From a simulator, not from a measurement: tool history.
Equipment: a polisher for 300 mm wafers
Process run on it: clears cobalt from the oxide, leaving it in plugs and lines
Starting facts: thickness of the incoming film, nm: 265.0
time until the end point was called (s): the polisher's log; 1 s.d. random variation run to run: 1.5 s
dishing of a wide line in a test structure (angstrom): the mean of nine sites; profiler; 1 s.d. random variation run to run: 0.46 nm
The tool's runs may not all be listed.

| run | hour | flow of slurry (ml/min) | pressure of the wafer on the pad (psi) | speed of the pad under the wafer (m/s) | overpolish time after the end point (s) | time until the end point was called (s) | dishing of a wide line in a test structure (angstrom) |
|---|---|---|---|---|---|---|---|
| 1 | 0.0 | 180 | 1.6 | 0.92 | 20 | 64.733 | 305.69 |
| 2 | 2.9 | 180 | 1.4 | 0.90 | 20 | 77.042 | 296.36 |
| 3 | 5.4 | 180 | 1.3 | 0.90 | 19 | 81.528 | 278.05 |
| 4 | 10.7 | 180 | 1.2 | 0.90 | 20 | 88.413 | 290.28 |
| 5 | 14.8 | 145 | 1.2 | 0.90 | 20 | 91.537 | 274.81 |
| 6 | 17.3 | 145 | 1.1 | 0.90 | 20 | 100.330 | 271.38 |
| 7 | 25.9 | 140 | 1.1 | 0.90 | 20 | 99.744 | 266.48 |

Predict the results of run 8:
| 8 | 27.8 | 135 | 1.0 | 0.90 | 21 | ? | ? |

Run 8 gave time until the end point was called (s) 109.520, dishing of a wide line in a test structure (angstrom) 257.83.
